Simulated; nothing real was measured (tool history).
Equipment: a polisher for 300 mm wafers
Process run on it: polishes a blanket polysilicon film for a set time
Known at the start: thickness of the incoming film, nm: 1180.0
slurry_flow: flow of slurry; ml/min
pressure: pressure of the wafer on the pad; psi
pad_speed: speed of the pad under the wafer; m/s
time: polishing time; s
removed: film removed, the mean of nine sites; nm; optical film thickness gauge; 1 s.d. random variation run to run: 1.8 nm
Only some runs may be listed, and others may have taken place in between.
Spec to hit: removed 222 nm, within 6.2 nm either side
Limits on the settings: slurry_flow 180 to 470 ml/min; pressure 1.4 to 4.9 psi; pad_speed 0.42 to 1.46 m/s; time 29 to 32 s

run 1 day=0 | slurry_flow=300 pressure=3.1 pad_speed=0.94 time=32 | removed=291.16
run 2 day=0.162 | slurry_flow=300 pressure=3 pad_speed=0.94 time=32 | removed=286.54
run 3 day=0.196 | slurry_flow=300 pressure=2.9 pad_speed=0.94 time=32 | removed=272.04
run 4 day=0.292 | slurry_flow=300 pressure=2.9 pad_speed=1.14 time=32 | removed=331.04
-- day=0.379 head pressure recalibrated
run 5 day=0.379 | slurry_flow=300 pressure=2.7 pad_speed=1.14 time=32 | removed=329.71
run 6 day=0.696 | slurry_flow=300 pressure=2.7 pad_speed=1.14 time=29 | removed=302.28
run 7 day=0.979 | slurry_flow=300 pressure=2.5 pad_speed=1.14 time=29 | removed=282.25
run 8 day=1.008 | slurry_flow=300 pressure=2.4 pad_speed=1.14 time=29 | removed=270.46
run 9 day=1.104 | slurry_flow=300 pressure=2.3 pad_speed=1.14 time=29 | removed=261.87
run 10 day=1.146 | slurry_flow=300 pressure=2.2 pad_speed=1.14 time=29 | removed=251.58
run 11 day=1.508 | slurry_flow=295 pressure=1.8 pad_speed=1.14 time=29 | removed=203.94
run 12 day=1.862 | slurry_flow=350 pressure=2 pad_speed=1.14 time=29 | removed=230.41

Exercise: of the 5 proposed moves below, exactly one satisfies all targets within the stated allowed misses. Which move is it?
run A day=2.217 | slurry_flow=325 pressure=2.1 pad_speed=1.12 time=29 | removed=?
run B day=2.217 | slurry_flow=305 pressure=2.6 pad_speed=0.88 time=30 | removed=?
run C day=2.217 | slurry_flow=335 pressure=2.3 pad_speed=0.94 time=29 | removed=?
run D day=2.217 | slurry_flow=250 pressure=1.8 pad_speed=1.26 time=32 | removed=?
run E day=2.217 | slurry_flow=405 pressure=1.7 pad_speed=1.06 time=32 | removed=?

move=A removed=232.86
move=B removed=235.36
move=C removed=216.64
move=D removed=240.94
move=E removed=203.18
A: misses by more than the last run did
B: misses by more than the last run did
C: in spec on every target
D: misses by more than the last run did
E: takes the result that was furthest off past its target
So the answer is move C, the one that meets all the targets.
